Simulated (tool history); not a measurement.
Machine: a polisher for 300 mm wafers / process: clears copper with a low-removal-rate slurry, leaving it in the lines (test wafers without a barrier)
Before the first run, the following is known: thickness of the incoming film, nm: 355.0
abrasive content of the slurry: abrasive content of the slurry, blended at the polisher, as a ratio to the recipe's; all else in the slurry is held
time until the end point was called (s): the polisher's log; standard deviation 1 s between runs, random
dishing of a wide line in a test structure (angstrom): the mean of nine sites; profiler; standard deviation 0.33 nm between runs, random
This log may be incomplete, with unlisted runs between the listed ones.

| run | hour | flow of slurry (ml/min) | pressure of the wafer on the pad (psi) | speed of the pad under the wafer (cm/s) | abrasive content of the slurry | overpolish time after the end point (s) | time until the end point was called (s) | dishing of a wide line in a test structure (angstrom) |
|---|---|---|---|---|---|---|---|---|
| 1 | 0 | 130 | 4 | 86 | 1 | 23 | 88.388 | 458.99 |
| 2 | 8.2 | 130 | 3.8 | 86 | 1 | 21 | 91.991 | 414.98 |
| 3 | 13.5 | 130 | 3.8 | 86 | 1.2 | 21 | 88.442 | 426.88 |
| 4 | 14.8 | 130 | 3.8 | 86 | 1.2 | 26 | 88.323 | 491.2 |
| 5 | 16.5 | 130 | 3.8 | 86 | 1.2 | 34 | 88.244 | 580.47 |
| 6 | 21.2 | 135 | 3.6 | 86 | 1.2 | 30 | 90.369 | 524.45 |

What does the tool deliver on the next run?
| 7 | 24.3 | 135 | 3.4 | 86 | 1.2 | 26 | ? | ? |

Run 7 gave time until the end point was called (s) 94.717, dishing of a wide line in a test structure (angstrom) 470.62.

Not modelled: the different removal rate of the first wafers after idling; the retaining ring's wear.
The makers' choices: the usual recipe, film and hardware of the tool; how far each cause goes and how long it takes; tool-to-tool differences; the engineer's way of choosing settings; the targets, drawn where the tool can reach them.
